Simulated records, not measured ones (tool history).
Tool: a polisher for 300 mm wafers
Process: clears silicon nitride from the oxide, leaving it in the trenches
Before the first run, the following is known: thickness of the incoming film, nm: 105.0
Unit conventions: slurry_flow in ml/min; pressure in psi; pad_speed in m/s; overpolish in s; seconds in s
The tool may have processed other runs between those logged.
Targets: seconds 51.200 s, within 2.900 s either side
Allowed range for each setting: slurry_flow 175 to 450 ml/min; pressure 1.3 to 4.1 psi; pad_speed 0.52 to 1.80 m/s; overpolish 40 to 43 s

run  hour  slurry_flow  pressure  pad_speed  overpolish  seconds
  1   0.0          290       2.7       1.16          40   79.987
  2   5.4          290       2.7       1.16          43   80.613
  3   8.3          290       2.9       1.16          43   76.854
  4  12.1          290       2.9       1.16          43   73.083
  5  18.9          290       3.0       1.16          43   71.355
  6  20.6          290       3.1       1.16          43   67.549
  7  26.1          290       3.2       1.16          43   69.472
  8  30.1          290       3.3       1.18          43   66.627

Exercise: of the 5 proposed moves below, exactly one satisfies all targets within the stated allowed misses. Which move is it?
  A  34.1          340       3.7       1.48          43        ?
  B  34.1          325       3.2       1.52          40        ?
  C  34.1          320       3.2       1.02          40        ?
  D  34.1          255       3.0       0.98          42        ?
  E  34.1          230       3.5       1.62          40        ?

move  seconds
   A   45.899
   B   51.733
   C   76.337
   D   86.519
   E   46.273
A: takes the result that was furthest off past its target
B: all results in spec
C: moves away from the targets compared with the last run
D: moves away from the targets compared with the last run
E: takes the result that was furthest off past its target
B meets every target.

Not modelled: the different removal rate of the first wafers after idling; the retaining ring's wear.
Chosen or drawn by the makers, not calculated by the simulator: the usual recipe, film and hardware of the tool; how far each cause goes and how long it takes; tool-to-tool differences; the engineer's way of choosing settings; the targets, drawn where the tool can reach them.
